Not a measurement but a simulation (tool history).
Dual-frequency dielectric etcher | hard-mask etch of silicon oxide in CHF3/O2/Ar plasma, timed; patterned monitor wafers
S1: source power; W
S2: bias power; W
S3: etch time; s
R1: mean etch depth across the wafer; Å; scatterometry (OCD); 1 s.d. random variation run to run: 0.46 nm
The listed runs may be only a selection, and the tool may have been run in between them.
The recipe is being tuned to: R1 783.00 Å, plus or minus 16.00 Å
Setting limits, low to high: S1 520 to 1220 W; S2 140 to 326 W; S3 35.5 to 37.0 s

run 1 hour=0.0 | S1=870 S2=233 S3=35.5 | R1=872.22
run 2 hour=5.6 | S1=960 S2=233 S3=35.5 | R1=899.23
run 3 hour=7.9 | S1=960 S2=201 S3=35.5 | R1=866.59
run 4 hour=9.4 | S1=960 S2=201 S3=37.0 | R1=896.49
run 5 hour=11.7 | S1=960 S2=228 S3=37.0 | R1=930.53
run 6 hour=12.7 | S1=850 S2=228 S3=37.0 | R1=891.16
run 7 hour=13.3 | S1=800 S2=225 S3=37.0 | R1=863.98
run 8 hour=20.8 | S1=760 S2=223 S3=37.0 | R1=846.49
run 9 hour=22.7 | S1=590 S2=213 S3=37.0 | R1=764.51

Of the 5 settings listed for the next run, only one would bring every result within its allowed miss of target. Which one?
run A hour=24.6 | S1=640 S2=230 S3=37.0 | R1=?
run B hour=24.6 | S1=680 S2=234 S3=36.5 | R1=?
run C hour=24.6 | S1=830 S2=172 S3=35.5 | R1=?
run D hour=24.6 | S1=630 S2=251 S3=36.5 | R1=?
run E hour=24.6 | S1=520 S2=211 S3=37.0 | R1=?

move=A R1=807.31
move=B R1=818.03
move=C R1=781.62
move=D R1=813.75
move=E R1=730.98
A: moves the result that the last run missed by most past its target, out the other side
B: moves the result that the last run missed by most past its target, out the other side
C: meets every target
D: moves the result that the last run missed by most past its target, out the other side
E: further off than the last run
Go with C: it meets all targets.
